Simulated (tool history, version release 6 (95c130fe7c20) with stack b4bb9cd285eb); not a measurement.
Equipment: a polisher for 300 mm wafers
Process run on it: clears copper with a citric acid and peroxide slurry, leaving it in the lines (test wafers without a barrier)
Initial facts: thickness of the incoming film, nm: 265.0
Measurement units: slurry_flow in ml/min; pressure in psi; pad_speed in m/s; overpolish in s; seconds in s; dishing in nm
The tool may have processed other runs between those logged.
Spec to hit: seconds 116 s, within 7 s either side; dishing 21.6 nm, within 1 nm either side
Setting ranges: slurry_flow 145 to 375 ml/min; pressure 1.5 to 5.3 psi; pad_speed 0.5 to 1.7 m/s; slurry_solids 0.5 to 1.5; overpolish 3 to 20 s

run	hour	slurry_flow	pressure	pad_speed	slurry_solids	overpolish	seconds	dishing
1	0	240	3.4	1.1	1	10	83.764	22.501
2	4.7	240	3.4	1.1	0.9	10	88.442	21.915
3	8.4	240	4.2	1.1	0.9	10	73.086	26.249
4	9.1	235	3.6	1.08	0.85	11	85.873	24.308
5	10.9	235	4.1	1.08	0.85	11	76.169	27.136
6	13.9	235	3.5	1.06	0.85	12	92.463	25.087
7	16.8	235	3.2	1.06	0.85	12	99.488	23.157
8	21.8	235	3.2	1.06	0.85	12	97.691	22.545
9	23.1	235	3	1.06	0.85	13	104.38	23.303
10	29.2	235	2.9	1.06	0.85	13	109.78	23.061

Pick the move, out of 4, that brings all results within their allowed miss; only one does.
A	35.3	160	2.8	1.1	0.9	15	?	?
B	35.3	220	2.6	0.96	0.8	15	?	?
C	35.3	245	3.8	0.8	0.6	13	?	?
D	35.3	210	3	1.14	0.7	13	?	?

move	seconds	dishing
A	111.88	24.603
B	128.39	21.731
C	110.31	22.088
D	101.79	23.605
A: the biggest miss grows against the last run
B: gets the furthest-off result to its target, but another result is out of tolerance
C: all results in spec
D: the biggest miss grows against the last run
C meets every target.
